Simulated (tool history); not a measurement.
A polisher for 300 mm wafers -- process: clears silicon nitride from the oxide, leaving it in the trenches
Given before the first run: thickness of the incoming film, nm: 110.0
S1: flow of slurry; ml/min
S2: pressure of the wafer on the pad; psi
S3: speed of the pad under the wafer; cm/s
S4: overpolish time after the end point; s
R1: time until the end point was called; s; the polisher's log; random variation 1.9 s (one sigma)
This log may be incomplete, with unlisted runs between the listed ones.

| run | hour | S1 | S2 | S3 | S4 | R1 |
|---|---|---|---|---|---|---|
| 1 | 0 | 255 | 2.4 | 92 | 19 | 175 |
| 2 | 5.1 | 255 | 2.6 | 94 | 19 | 156.28 |
| 3 | 9.6 | 255 | 2.6 | 94 | 21 | 160.9 |
| 4 | 15.9 | 255 | 2.8 | 96 | 21 | 146.57 |
| 5 | 18.7 | 255 | 2.9 | 96 | 21 | 141.25 |
| 6 | 19.4 | 230 | 2.9 | 96 | 21 | 144.63 |

Forecast run 7:
| 7 | 24.3 | 235 | 3 | 96 | 21 | ? |

Run 7 measured R1 139.73 s.
